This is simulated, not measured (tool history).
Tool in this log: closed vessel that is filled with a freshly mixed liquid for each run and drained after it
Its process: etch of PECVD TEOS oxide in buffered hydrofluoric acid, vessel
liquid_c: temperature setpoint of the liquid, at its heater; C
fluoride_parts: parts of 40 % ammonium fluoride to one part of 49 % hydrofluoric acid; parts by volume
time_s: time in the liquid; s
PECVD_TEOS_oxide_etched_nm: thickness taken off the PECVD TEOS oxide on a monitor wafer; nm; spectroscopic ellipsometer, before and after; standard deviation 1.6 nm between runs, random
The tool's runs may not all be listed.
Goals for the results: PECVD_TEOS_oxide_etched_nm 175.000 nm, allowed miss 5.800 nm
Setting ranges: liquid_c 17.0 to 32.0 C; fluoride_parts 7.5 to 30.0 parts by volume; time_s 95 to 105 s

run 1 hour=0.0 | liquid_c=25.0 fluoride_parts=20.5 time_s=95 | PECVD_TEOS_oxide_etched_nm=90.334
run 2 hour=7.5 | liquid_c=25.0 fluoride_parts=20.5 time_s=105 | PECVD_TEOS_oxide_etched_nm=98.952
run 3 hour=12.6 | liquid_c=26.0 fluoride_parts=19.5 time_s=105 | PECVD_TEOS_oxide_etched_nm=110.270
run 4 hour=18.7 | liquid_c=27.0 fluoride_parts=18.5 time_s=105 | PECVD_TEOS_oxide_etched_nm=122.040
run 5 hour=25.3 | liquid_c=27.0 fluoride_parts=21.0 time_s=105 | PECVD_TEOS_oxide_etched_nm=110.320
run 6 hour=33.7 | liquid_c=28.0 fluoride_parts=20.0 time_s=105 | PECVD_TEOS_oxide_etched_nm=117.100
run 7 hour=39.9 | liquid_c=28.5 fluoride_parts=19.0 time_s=105 | PECVD_TEOS_oxide_etched_nm=132.410
run 8 hour=46.2 | liquid_c=29.0 fluoride_parts=18.5 time_s=105 | PECVD_TEOS_oxide_etched_nm=134.400
run 9 hour=53.8 | liquid_c=29.5 fluoride_parts=18.0 time_s=105 | PECVD_TEOS_oxide_etched_nm=142.900
run 10 hour=57.6 | liquid_c=30.0 fluoride_parts=17.5 time_s=105 | PECVD_TEOS_oxide_etched_nm=151.890
run 11 hour=65.4 | liquid_c=30.5 fluoride_parts=17.5 time_s=105 | PECVD_TEOS_oxide_etched_nm=154.020
run 12 hour=70.7 | liquid_c=31.0 fluoride_parts=17.5 time_s=105 | PECVD_TEOS_oxide_etched_nm=160.100
run 13 hour=73.6 | liquid_c=31.5 fluoride_parts=17.0 time_s=105 | PECVD_TEOS_oxide_etched_nm=168.670

Which of these 5 next moves meets every target?
run A hour=76.5 | liquid_c=32.0 fluoride_parts=16.5 time_s=95 | PECVD_TEOS_oxide_etched_nm=?
run B hour=76.5 | liquid_c=31.5 fluoride_parts=17.5 time_s=100 | PECVD_TEOS_oxide_etched_nm=?
run C hour=76.5 | liquid_c=31.5 fluoride_parts=16.0 time_s=95 | PECVD_TEOS_oxide_etched_nm=?
run D hour=76.5 | liquid_c=32.0 fluoride_parts=18.0 time_s=105 | PECVD_TEOS_oxide_etched_nm=?
run E hour=76.5 | liquid_c=32.0 fluoride_parts=16.0 time_s=100 | PECVD_TEOS_oxide_etched_nm=?

move=A PECVD_TEOS_oxide_etched_nm=160.010
move=B PECVD_TEOS_oxide_etched_nm=154.900
move=C PECVD_TEOS_oxide_etched_nm=160.670
move=D PECVD_TEOS_oxide_etched_nm=162.390
move=E PECVD_TEOS_oxide_etched_nm=173.580
A: its largest miss is bigger than the last run's
B: its largest miss is bigger than the last run's
C: its largest miss is bigger than the last run's
D: its largest miss is bigger than the last run's
E: each result inside its tolerance
E meets every target.
